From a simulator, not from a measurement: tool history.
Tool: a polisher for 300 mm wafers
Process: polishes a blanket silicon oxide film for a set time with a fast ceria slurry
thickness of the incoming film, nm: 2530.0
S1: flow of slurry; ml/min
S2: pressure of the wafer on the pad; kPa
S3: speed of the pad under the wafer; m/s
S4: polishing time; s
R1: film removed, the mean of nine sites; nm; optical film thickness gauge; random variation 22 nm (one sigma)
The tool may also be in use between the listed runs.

run	hour	S1	S2	S3	S4	R1
1	0.0	290	18.6	1.12	68	1376.6
2	3.5	290	17.2	1.12	68	1269.9
3	5.2	240	17.2	1.12	68	1235.6
4	7.0	245	17.9	1.12	68	1286.8
5	14.9	250	18.6	1.12	68	1323.7
6	22.6	250	18.6	1.12	68	1333.2
# hour 24.5: head pressure recalibrated
7	24.5	250	18.6	1.12	68	1248.3

Run 8 comes next. What will it give?
8	28.6	270	20.0	1.14	68	?

{"run 8": {"R1": 1335.0}}

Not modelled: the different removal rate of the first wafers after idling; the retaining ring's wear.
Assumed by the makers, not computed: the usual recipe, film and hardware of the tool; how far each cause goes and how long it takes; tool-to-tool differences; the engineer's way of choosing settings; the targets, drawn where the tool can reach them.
